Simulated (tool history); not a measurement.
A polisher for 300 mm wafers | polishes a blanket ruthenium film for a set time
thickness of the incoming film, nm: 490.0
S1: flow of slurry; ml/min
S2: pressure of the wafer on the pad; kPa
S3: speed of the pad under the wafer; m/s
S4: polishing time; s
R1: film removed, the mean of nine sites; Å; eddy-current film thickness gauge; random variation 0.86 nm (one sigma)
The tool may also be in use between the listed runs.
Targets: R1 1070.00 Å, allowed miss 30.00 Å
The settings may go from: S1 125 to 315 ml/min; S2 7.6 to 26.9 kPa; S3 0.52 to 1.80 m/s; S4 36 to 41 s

run 1 day=0.000 | S1=205 S2=17.2 S3=1.16 S4=41 | R1=623.34
run 2 day=0.183 | S1=210 S2=20.0 S3=1.16 S4=41 | R1=706.77
run 3 day=0.288 | S1=210 S2=20.0 S3=0.90 S4=41 | R1=553.51
run 4 day=0.583 | S1=210 S2=23.4 S3=0.90 S4=41 | R1=640.41
run 5 day=0.642 | S1=215 S2=24.8 S3=1.02 S4=41 | R1=755.12
run 6 day=0.896 | S1=260 S2=24.8 S3=1.02 S4=41 | R1=774.03
run 7 day=1.112 | S1=260 S2=25.5 S3=1.10 S4=41 | R1=846.51
run 8 day=1.483 | S1=260 S2=26.2 S3=1.16 S4=41 | R1=911.74
run 9 day=1.521 | S1=260 S2=26.2 S3=1.20 S4=41 | R1=940.03

4 next moves are on the table. One of them brings every result within its allowed miss. Which?
run A day=1.558 | S1=220 S2=25.5 S3=1.36 S4=41 | R1=?
run B day=1.558 | S1=280 S2=26.9 S3=1.30 S4=41 | R1=?
run C day=1.558 | S1=275 S2=25.5 S3=1.14 S4=37 | R1=?
run D day=1.558 | S1=265 S2=26.2 S3=1.34 S4=39 | R1=?

move=A R1=1034.00
move=B R1=1065.00
move=C R1=805.84
move=D R1=1013.90
A: nearer than the last run, and not there yet
B: meets every target
C: further off than the last run
D: nearer than the last run, and not there yet
Answer: B
